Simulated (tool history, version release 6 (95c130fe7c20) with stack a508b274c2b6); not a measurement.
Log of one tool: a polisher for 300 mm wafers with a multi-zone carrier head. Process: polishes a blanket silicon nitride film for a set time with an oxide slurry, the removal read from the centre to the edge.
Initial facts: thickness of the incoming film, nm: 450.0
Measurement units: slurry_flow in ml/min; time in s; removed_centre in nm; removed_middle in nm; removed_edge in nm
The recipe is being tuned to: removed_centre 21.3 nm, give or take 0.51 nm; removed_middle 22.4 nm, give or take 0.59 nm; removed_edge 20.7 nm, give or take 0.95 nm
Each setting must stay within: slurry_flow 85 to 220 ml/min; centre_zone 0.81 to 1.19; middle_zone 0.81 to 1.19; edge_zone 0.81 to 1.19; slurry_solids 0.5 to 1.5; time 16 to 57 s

Run 1, hour 0: slurry_flow 140 ml/min, centre_zone 1, middle_zone 1, edge_zone 1, slurry_solids 1, time 36 s. Result: removed_centre 18.829 nm, removed_middle 18.341 nm, removed_edge 19.822 nm.
Run 2, hour 5.4: slurry_flow 160 ml/min, centre_zone 1, middle_zone 1.03, edge_zone 0.99, slurry_solids 1, time 36 s. Result: removed_centre 19.415 nm, removed_middle 19.049 nm, removed_edge 19.938 nm.
Run 3, hour 12.7: slurry_flow 175 ml/min, centre_zone 1, middle_zone 1.07, edge_zone 0.99, slurry_solids 1, time 36 s. Result: removed_centre 19.826 nm, removed_middle 20.31 nm, removed_edge 20.785 nm.
Run 4, hour 20: slurry_flow 185 ml/min, centre_zone 1.01, middle_zone 1.09, edge_zone 0.96, slurry_solids 1, time 36 s. Result: removed_centre 20.401 nm, removed_middle 20.681 nm, removed_edge 20.142 nm.
At hour 21.8: edge zone pressure recalibrated.
Run 5, hour 21.8: slurry_flow 185 ml/min, centre_zone 1.08, middle_zone 1.09, edge_zone 0.96, slurry_solids 1, time 36 s. Result: removed_centre 21.745 nm, removed_middle 20.565 nm, removed_edge 19.355 nm.
Run 6, hour 23.5: slurry_flow 190 ml/min, centre_zone 1.07, middle_zone 1.11, edge_zone 0.97, slurry_solids 1, time 36 s. Result: removed_centre 21.563 nm, removed_middle 21.158 nm, removed_edge 19.195 nm.
Run 7, hour 26.2: slurry_flow 195 ml/min, centre_zone 1.05, middle_zone 1.11, edge_zone 0.98, slurry_solids 1, time 36 s. Result: removed_centre 21.449 nm, removed_middle 20.996 nm, removed_edge 19.226 nm.
Run 8, hour 30: slurry_flow 195 ml/min, centre_zone 1, middle_zone 1.19, edge_zone 1.08, slurry_solids 1.05, time 36 s. Result: removed_centre 20.778 nm, removed_middle 22.929 nm, removed_edge 20.843 nm.

Consider the 4 candidate settings below. Which is the only one whose results all fall within their allowed miss of target?
Run A, hour 33.8: slurry_flow 170 ml/min, centre_zone 0.9, middle_zone 1.19, edge_zone 1.08, slurry_solids 0.95, time 40 s. Result: removed_centre ?, removed_middle ?, removed_edge ?.
Run B, hour 33.8: slurry_flow 115 ml/min, centre_zone 1.1, middle_zone 1.13, edge_zone 1.02, slurry_solids 1, time 40 s. Result: removed_centre ?, removed_middle ?, removed_edge ?.
Run C, hour 33.8: slurry_flow 200 ml/min, centre_zone 0.98, middle_zone 1.11, edge_zone 1.06, slurry_solids 1.05, time 36 s. Result: removed_centre ?, removed_middle ?, removed_edge ?.
Run D, hour 33.8: slurry_flow 215 ml/min, centre_zone 1.03, middle_zone 1.16, edge_zone 1.1, slurry_solids 1.05, time 35 s. Result: removed_centre ?, removed_middle ?, removed_edge ?.

move  removed_centre  removed_middle  removed_edge
   A          19.086          23.631        21.631
   B          22.166          21.627        20.626
   C          20.238            21.6        20.714
   D          20.917          22.014        20.614
A: lands further from the targets than the last run did
B: pushes the last run's worst result past its target
C: lands further from the targets than the last run did
D: in spec on every target
Answer: D
